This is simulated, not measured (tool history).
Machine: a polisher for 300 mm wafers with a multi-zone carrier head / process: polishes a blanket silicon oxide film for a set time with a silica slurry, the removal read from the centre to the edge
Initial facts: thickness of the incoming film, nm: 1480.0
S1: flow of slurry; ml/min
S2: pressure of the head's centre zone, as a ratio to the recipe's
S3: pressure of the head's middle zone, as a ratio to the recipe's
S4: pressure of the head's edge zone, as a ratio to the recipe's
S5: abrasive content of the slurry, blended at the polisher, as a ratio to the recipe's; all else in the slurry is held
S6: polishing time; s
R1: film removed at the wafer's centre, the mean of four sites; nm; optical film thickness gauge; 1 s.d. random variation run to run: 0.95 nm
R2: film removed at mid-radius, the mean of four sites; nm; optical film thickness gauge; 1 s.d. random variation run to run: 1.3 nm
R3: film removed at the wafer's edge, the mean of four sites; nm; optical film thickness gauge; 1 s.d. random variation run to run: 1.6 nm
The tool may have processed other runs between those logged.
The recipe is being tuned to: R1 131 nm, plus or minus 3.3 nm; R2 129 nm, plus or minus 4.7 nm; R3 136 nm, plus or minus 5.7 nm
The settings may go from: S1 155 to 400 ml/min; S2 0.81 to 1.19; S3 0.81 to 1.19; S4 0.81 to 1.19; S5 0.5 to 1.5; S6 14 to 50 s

Run 1, day 0: S1 255 ml/min, S2 1, S3 1, S4 1, S5 1, S6 32 s. Result: R1 105.01 nm, R2 105.97 nm, R3 104.12 nm.
Run 2, day 0.192: S1 260 ml/min, S2 1.01, S3 1, S4 1.03, S5 1.05, S6 32 s. Result: R1 108.31 nm, R2 107.32 nm, R3 109.5 nm.
Run 3, day 0.304: S1 260 ml/min, S2 1.01, S3 0.97, S4 1.03, S5 1.05, S6 32 s. Result: R1 109.32 nm, R2 105.81 nm, R3 108.4 nm.
Run 4, day 0.483: S1 260 ml/min, S2 1.01, S3 0.97, S4 1.03, S5 1.25, S6 32 s. Result: R1 116.96 nm, R2 113.27 nm, R3 118.49 nm.
Run 5, day 0.683: S1 260 ml/min, S2 1.01, S3 0.97, S4 1.03, S5 1.15, S6 32 s. Result: R1 114.18 nm, R2 109.94 nm, R3 116.23 nm.
Run 6, day 0.85: S1 270 ml/min, S2 1.02, S3 0.99, S4 1.05, S5 1.2, S6 32 s. Result: R1 117.59 nm, R2 113.79 nm, R3 118.43 nm.
Run 7, day 0.992: S1 280 ml/min, S2 1.02, S3 1, S4 1.07, S5 1.25, S6 32 s. Result: R1 120.87 nm, R2 119.38 nm, R3 122.29 nm.
Run 8, day 1.15: S1 290 ml/min, S2 1.02, S3 1, S4 1.09, S5 1.25, S6 32 s. Result: R1 123.06 nm, R2 118.25 nm, R3 127.68 nm.
Run 9, day 1.438: S1 300 ml/min, S2 1.02, S3 1.01, S4 1.09, S5 1.25, S6 32 s. Result: R1 121.61 nm, R2 119.92 nm, R3 127.83 nm.

5 next moves are on the table. One of them brings every result within its allowed miss. Which?
Run A, day 1.725: S1 275 ml/min, S2 1.07, S3 1.11, S4 1.06, S5 1.1, S6 34 s. Result: R1 ?, R2 ?, R3 ?.
Run B, day 1.725: S1 270 ml/min, S2 1.04, S3 1.1, S4 1.02, S5 0.9, S6 38 s. Result: R1 ?, R2 ?, R3 ?.
Run C, day 1.725: S1 380 ml/min, S2 1.02, S3 1.01, S4 1.09, S5 1.45, S6 32 s. Result: R1 ?, R2 ?, R3 ?.
Run D, day 1.725: S1 320 ml/min, S2 1.01, S3 0.97, S4 1.19, S5 1.25, S6 33 s. Result: R1 ?, R2 ?, R3 ?.
Run E, day 1.725: S1 285 ml/min, S2 1.05, S3 1.02, S4 1.09, S5 1.2, S6 32 s. Result: R1 ?, R2 ?, R3 ?.

move      R1      R2      R3
   A  125.18  130.05  124.25
   B  122.31  129.25  122.17
   C  132.09  131.58  137.32
   D  124.85  121.42  137.73
   E  121.29  119.18  124.12
A: an improvement on the last run, though not all results are within tolerance
B: an improvement on the last run, though not all results are within tolerance
C: hits every target within its allowed miss
D: an improvement on the last run, though not all results are within tolerance
E: about the same distance from the targets as the last run
Move C is the one to make.
